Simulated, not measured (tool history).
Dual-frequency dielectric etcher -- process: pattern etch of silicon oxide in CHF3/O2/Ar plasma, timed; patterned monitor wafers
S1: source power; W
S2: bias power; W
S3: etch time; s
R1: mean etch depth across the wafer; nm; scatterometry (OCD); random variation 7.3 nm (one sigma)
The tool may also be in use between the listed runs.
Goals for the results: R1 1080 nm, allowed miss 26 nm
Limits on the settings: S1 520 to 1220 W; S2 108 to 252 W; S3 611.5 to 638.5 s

| run | hour | S1 | S2 | S3 | R1 |
|---|---|---|---|---|---|
| 1 | 0 | 870 | 180 | 611.5 | 1404.1 |
| 2 | 3 | 760 | 161 | 611.5 | 1237 |
| 3 | 9.1 | 700 | 159 | 611.5 | 1159.7 |
| 4 | 17.2 | 700 | 159 | 611.5 | 1162.5 |
| 5 | 26 | 700 | 178 | 611.5 | 1203 |
| 6 | 32.4 | 700 | 178 | 611.5 | 1226.8 |
| 7 | 37.5 | 650 | 177 | 611.5 | 1137.8 |
| 8 | 45.3 | 590 | 175 | 611.5 | 1061.1 |

Which one of the following 4 next-run settings gets every result inside its allowed miss? There is exactly one.
| A | 53.1 | 590 | 163 | 611.5 | ? |
| B | 53.1 | 560 | 183 | 619.5 | ? |
| C | 53.1 | 570 | 191 | 634 | ? |
| D | 53.1 | 540 | 188 | 629 | ? |

| move | R1 |
|---|---|
| A | 1010.3 |
| B | 1016.7 |
| C | 1072.8 |
| D | 1007.3 |
A: its largest miss is bigger than the last run's
B: its largest miss is bigger than the last run's
C: every result within its allowed miss
D: its largest miss is bigger than the last run's
Correct choice: C, which meets every target
